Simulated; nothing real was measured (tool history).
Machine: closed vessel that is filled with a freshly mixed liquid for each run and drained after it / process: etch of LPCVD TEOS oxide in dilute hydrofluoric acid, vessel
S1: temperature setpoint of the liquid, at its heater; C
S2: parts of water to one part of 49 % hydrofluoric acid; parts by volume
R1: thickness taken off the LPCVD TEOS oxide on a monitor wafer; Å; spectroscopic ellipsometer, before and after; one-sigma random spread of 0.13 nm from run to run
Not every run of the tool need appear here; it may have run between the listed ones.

Run 1, hour 0: S1 25 C, S2 50 parts by volume, time in the liquid (s) 30. Result: R1 160.85 Å.
Run 2, hour 3.1: S1 26 C, S2 50 parts by volume, time in the liquid (s) 30. Result: R1 168.33 Å.
Run 3, hour 7.5: S1 26 C, S2 35 parts by volume, time in the liquid (s) 30. Result: R1 242.96 Å.
Run 4, hour 9: S1 26 C, S2 35 parts by volume, time in the liquid (s) 30. Result: R1 246.38 Å.
Run 5, hour 14.2: S1 26 C, S2 35 parts by volume, time in the liquid (s) 30. Result: R1 241.95 Å.
Run 6, hour 16.7: S1 26 C, S2 25 parts by volume, time in the liquid (s) 30. Result: R1 349.42 Å.
Run 7, hour 25.6: S1 22 C, S2 30 parts by volume, time in the liquid (s) 30. Result: R1 244.77 Å.
Run 8, hour 29.3: S1 21.5 C, S2 30 parts by volume, time in the liquid (s) 30. Result: R1 238.43 Å.
Run 9, hour 33.9: S1 21.5 C, S2 30 parts by volume, time in the liquid (s) 30. Result: R1 240.29 Å.
Run 10, hour 36.7: S1 21 C, S2 30 parts by volume, time in the liquid (s) 30. Result: R1 234.48 Å.

Estimate the outcome of run 11 from the log above:
Run 11, hour 45.3: S1 20.5 C, S2 30 parts by volume, time in the liquid (s) 30. Result: R1 ?.

R1: 228.16 Å
